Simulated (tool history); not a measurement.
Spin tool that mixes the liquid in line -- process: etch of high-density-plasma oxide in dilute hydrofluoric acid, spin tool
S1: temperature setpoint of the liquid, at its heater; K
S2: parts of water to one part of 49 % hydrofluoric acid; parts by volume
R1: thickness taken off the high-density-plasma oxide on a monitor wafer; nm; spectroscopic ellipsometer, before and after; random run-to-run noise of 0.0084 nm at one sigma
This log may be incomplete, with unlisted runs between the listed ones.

Run 1, hour 0.0: S1 294.15 K, S2 135 parts by volume, time under the liquid (s) 90. Result: R1 2.8383 nm.
Run 2, hour 7.0: S1 292.65 K, S2 135 parts by volume, time under the liquid (s) 90. Result: R1 2.6635 nm.
Run 3, hour 9.6: S1 291.65 K, S2 155 parts by volume, time under the liquid (s) 90. Result: R1 2.1470 nm.
Run 4, hour 16.8: S1 291.65 K, S2 185 parts by volume, time under the liquid (s) 90. Result: R1 1.7655 nm.
Run 5, hour 25.9: S1 291.15 K, S2 190 parts by volume, time under the liquid (s) 90. Result: R1 1.6787 nm.
Run 6, hour 29.1: S1 291.15 K, S2 150 parts by volume, time under the liquid (s) 90. Result: R1 2.1864 nm.

Run 7 comes next. What will it give?
Run 7, hour 34.0: S1 290.65 K, S2 165 parts by volume, time under the liquid (s) 90. Result: R1 ?.

R1: 1.9500 nm
